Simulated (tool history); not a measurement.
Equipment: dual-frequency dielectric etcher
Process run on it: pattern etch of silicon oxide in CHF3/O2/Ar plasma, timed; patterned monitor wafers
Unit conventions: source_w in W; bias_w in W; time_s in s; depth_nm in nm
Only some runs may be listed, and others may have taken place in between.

run 1 hour=0 | source_w=780 bias_w=208 time_s=461 | depth_nm=1193.9
run 2 hour=2.2 | source_w=780 bias_w=195 time_s=461 | depth_nm=1171.5
run 3 hour=9 | source_w=780 bias_w=195 time_s=481 | depth_nm=1220.3
run 4 hour=12.7 | source_w=780 bias_w=195 time_s=461 | depth_nm=1175.9
run 5 hour=17.3 | source_w=660 bias_w=195 time_s=461 | depth_nm=1093.2
run 6 hour=20.2 | source_w=540 bias_w=195 time_s=461 | depth_nm=1008.3
run 7 hour=26 | source_w=600 bias_w=197 time_s=461 | depth_nm=1057
run 8 hour=27.3 | source_w=660 bias_w=199 time_s=461 | depth_nm=1100.4
run 9 hour=29.5 | source_w=710 bias_w=201 time_s=461 | depth_nm=1138.5
run 10 hour=31.9 | source_w=750 bias_w=202 time_s=461 | depth_nm=1171
run 11 hour=38.3 | source_w=790 bias_w=203 time_s=461 | depth_nm=1193.1
run 12 hour=41.9 | source_w=820 bias_w=204 time_s=461 | depth_nm=1208.2
run 13 hour=45.1 | source_w=850 bias_w=206 time_s=461 | depth_nm=1225
run 14 hour=47.2 | source_w=880 bias_w=209 time_s=461.5 | depth_nm=1254.4

Forecast run 15:
run 15 hour=53.3 | source_w=900 bias_w=211 time_s=461.5 | depth_nm=?

Run 15 produced depth_nm 1270 nm.

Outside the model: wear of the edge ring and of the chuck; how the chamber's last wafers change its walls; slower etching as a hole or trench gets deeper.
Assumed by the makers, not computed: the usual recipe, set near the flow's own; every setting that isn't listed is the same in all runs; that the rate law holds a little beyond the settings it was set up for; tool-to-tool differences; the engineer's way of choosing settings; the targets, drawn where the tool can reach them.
